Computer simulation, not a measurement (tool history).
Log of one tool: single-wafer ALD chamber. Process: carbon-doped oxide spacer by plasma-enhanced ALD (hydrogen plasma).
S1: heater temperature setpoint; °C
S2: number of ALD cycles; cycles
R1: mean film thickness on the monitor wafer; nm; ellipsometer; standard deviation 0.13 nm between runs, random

Run 1, hour 0: S1 390 °C, S2 338 cycles. Result: R1 18.05 nm.
Run 2, hour 3.1: S1 395 °C, S2 338 cycles. Result: R1 18.319 nm.
Run 3, hour 4.6: S1 396 °C, S2 351 cycles. Result: R1 18.887 nm.
Run 4, hour 10.4: S1 396 °C, S2 364 cycles. Result: R1 19.556 nm.
Run 5, hour 15: S1 406 °C, S2 364 cycles. Result: R1 18.923 nm.
Run 6, hour 19.4: S1 406 °C, S2 324 cycles. Result: R1 16.864 nm.
Run 7, hour 25.8: S1 406 °C, S2 324 cycles. Result: R1 17.038 nm.
Run 8, hour 26.3: S1 406 °C, S2 378 cycles. Result: R1 19.508 nm.
At hour 35: thermocouple changed; heater temperature recalibrated.
Run 9, hour 35: S1 403 °C, S2 386 cycles. Result: R1 20.66 nm.

For run 10, what comes out?
Run 10, hour 35.5: S1 401 °C, S2 390 cycles. Result: R1 ?.

Run 10 measured R1 20.851 nm.

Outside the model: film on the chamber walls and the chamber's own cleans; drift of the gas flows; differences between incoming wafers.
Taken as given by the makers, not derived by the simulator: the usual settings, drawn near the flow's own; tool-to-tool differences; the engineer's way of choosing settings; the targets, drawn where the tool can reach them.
